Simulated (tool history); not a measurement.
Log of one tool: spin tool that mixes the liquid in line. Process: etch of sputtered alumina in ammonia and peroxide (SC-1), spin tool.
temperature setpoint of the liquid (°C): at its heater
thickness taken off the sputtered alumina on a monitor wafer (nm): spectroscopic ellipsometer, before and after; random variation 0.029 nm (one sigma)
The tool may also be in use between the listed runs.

| run | day | temperature setpoint of the liquid (°C) | parts of 29 % ammonia solution to one part of 30 % peroxide (parts by volume) | time under the liquid (s) | thickness taken off the sputtered alumina on a monitor wafer (nm) |
|---|---|---|---|---|---|
| 1 | 0 | 60 | 0.8 | 55 | 3.7378 |
| 2 | 0.188 | 60.5 | 0.8 | 55 | 3.8553 |
| 3 | 0.442 | 61 | 0.8 | 55 | 4.0035 |
| 4 | 0.471 | 61.5 | 0.8 | 55 | 4.0803 |
| 5 | 0.746 | 62 | 0.8 | 55 | 4.1807 |
| 6 | 0.842 | 62 | 0.6 | 55 | 4.0545 |
| 7 | 0.917 | 62 | 0.6 | 55 | 4.0623 |

Forecast run 8:
| 8 | 1.262 | 62.5 | 0.6 | 55 | ? |

thickness taken off the sputtered alumina on a monitor wafer (nm): 4.1302

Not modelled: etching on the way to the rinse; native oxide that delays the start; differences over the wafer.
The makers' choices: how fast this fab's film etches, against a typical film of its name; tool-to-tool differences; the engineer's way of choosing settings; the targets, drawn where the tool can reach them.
